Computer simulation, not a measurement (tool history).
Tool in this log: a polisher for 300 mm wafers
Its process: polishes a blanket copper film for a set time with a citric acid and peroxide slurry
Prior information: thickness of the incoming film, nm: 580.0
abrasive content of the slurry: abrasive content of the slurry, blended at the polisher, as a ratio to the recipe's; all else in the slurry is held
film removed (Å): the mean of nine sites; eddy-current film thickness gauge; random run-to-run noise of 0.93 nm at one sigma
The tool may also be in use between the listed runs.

run,hour,flow of slurry (ml/min),pressure of the wafer on the pad (kPa),speed of the pad under the wafer (cm/s),abrasive content of the slurry,polishing time (s),film removed (Å)
1,0,120,25.5,82,1,63,1131
2,2.4,120,25.5,82,0.8,63,1039.1
3,5.4,120,20.7,82,0.8,63,864.28
4,14,120,16.5,82,0.8,63,703.77
5,17.4,125,18.6,82,0.8,63,791.56
6,22,135,19.3,82,0.8,63,822.13
7,29.8,140,20,82,0.8,63,863.15

What will run 8 give?
8,38.5,145,20,82,0.8,63,?

Run 8 yielded film removed (Å) 889.24.

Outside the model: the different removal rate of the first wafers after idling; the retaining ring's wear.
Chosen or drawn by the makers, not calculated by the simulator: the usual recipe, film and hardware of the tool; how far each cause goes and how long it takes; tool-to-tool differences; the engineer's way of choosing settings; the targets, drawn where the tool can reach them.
